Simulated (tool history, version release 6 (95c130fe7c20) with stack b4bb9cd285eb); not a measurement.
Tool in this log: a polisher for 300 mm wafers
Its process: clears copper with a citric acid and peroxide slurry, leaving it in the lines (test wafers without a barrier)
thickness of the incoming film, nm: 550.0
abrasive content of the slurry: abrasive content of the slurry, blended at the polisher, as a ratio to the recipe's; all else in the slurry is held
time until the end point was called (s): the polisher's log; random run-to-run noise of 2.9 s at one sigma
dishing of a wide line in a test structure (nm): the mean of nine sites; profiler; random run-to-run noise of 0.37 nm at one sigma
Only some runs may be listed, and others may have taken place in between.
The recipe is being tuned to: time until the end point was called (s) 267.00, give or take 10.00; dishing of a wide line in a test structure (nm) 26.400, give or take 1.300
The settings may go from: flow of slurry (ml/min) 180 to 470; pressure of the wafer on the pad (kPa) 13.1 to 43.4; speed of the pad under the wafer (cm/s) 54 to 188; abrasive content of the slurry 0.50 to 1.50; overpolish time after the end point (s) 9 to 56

run	hour	flow of slurry (ml/min)	pressure of the wafer on the pad (kPa)	speed of the pad under the wafer (cm/s)	abrasive content of the slurry	overpolish time after the end point (s)	time until the end point was called (s)	dishing of a wide line in a test structure (nm)
1	0.0	300	28.3	120	1.00	29	144.20	29.925
2	4.5	300	28.3	120	1.00	21	145.31	26.637
3	13.3	300	28.3	98	1.00	21	174.30	26.143
4	20.2	300	26.9	98	1.00	23	184.15	25.015
5	23.8	300	22.1	98	1.00	23	222.58	23.752
6	26.0	355	22.1	98	1.00	23	218.19	23.319
7	27.5	350	21.4	98	1.00	26	229.48	25.073
8	29.1	350	20.7	98	1.00	27	230.30	24.572
9	36.2	350	20.0	98	1.00	29	238.05	25.018
10	43.1	350	16.5	96	1.00	40	293.72	25.819

Exercise: of the 5 proposed moves below, exactly one satisfies all targets within the stated allowed misses. Which move is it?
A	50.0	350	19.3	102	0.90	25	?	?
B	50.0	470	17.2	102	0.90	30	?	?
C	50.0	270	15.9	110	1.25	39	?	?
D	50.0	345	18.6	108	0.90	53	?	?
E	50.0	360	16.5	112	1.10	36	?	?

move	time until the end point was called (s)	dishing of a wide line in a test structure (nm)
A	241.97	23.013
B	263.90	23.842
C	260.11	26.132
D	237.45	28.914
E	245.35	26.039
A: moves the result that the last run missed by most past its target, out the other side
B: meets the target for the result that was furthest off, but another lies outside its allowed miss
C: each result inside its tolerance
D: moves the result that the last run missed by most past its target, out the other side
E: moves the result that the last run missed by most past its target, out the other side
Go with C: it meets all targets.
